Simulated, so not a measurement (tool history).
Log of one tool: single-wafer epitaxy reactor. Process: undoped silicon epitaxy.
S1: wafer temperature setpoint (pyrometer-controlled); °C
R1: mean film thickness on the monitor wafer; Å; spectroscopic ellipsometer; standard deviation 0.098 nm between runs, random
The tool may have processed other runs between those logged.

Run 1, hour 0: S1 625 °C, deposition time (s) 191. Result: R1 186.27 Å.
Run 2, hour 2.5: S1 619 °C, deposition time (s) 191. Result: R1 160.4 Å.
Run 3, hour 9.1: S1 624 °C, deposition time (s) 192. Result: R1 181.85 Å.
Run 4, hour 15: S1 624 °C, deposition time (s) 172. Result: R1 164.85 Å.
Run 5, hour 20.4: S1 624 °C, deposition time (s) 156. Result: R1 148.38 Å.
Run 6, hour 23.2: S1 629 °C, deposition time (s) 156. Result: R1 168.97 Å.
Run 7, hour 24.9: S1 633 °C, deposition time (s) 157. Result: R1 189.12 Å.

Run 8 has not been measured yet. What should we expect?
Run 8, hour 31.2: S1 636 °C, deposition time (s) 157. Result: R1 ?.

Run 8 came out at R1 202.78 Å.
